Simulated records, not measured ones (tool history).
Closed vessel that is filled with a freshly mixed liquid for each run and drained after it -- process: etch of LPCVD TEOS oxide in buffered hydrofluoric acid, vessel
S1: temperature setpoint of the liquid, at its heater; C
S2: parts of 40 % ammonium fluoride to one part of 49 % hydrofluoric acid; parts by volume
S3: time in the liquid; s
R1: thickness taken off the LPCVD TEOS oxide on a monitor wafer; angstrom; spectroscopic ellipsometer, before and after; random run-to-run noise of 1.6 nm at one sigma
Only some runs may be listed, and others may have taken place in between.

run  hour    S1    S2  S3      R1
  1   0.0  24.0  14.0  95  2106.3
  2   3.2  26.0  12.0  95  2732.8
  3   4.8  27.5  11.0  95  3239.4
  4  11.4  27.5  14.5  95  2472.6
  5  18.7  25.0  14.5  95  2158.2
  6  27.5  25.0  17.0  95  1847.9
  7  35.4  26.5  14.5  95  2329.8
  8  39.5  28.0  12.5  95  2919.9

Expected results for the next run?
  9  42.5  29.0  11.0  95   ?

Run 9 yielded R1 3493.5 angstrom.

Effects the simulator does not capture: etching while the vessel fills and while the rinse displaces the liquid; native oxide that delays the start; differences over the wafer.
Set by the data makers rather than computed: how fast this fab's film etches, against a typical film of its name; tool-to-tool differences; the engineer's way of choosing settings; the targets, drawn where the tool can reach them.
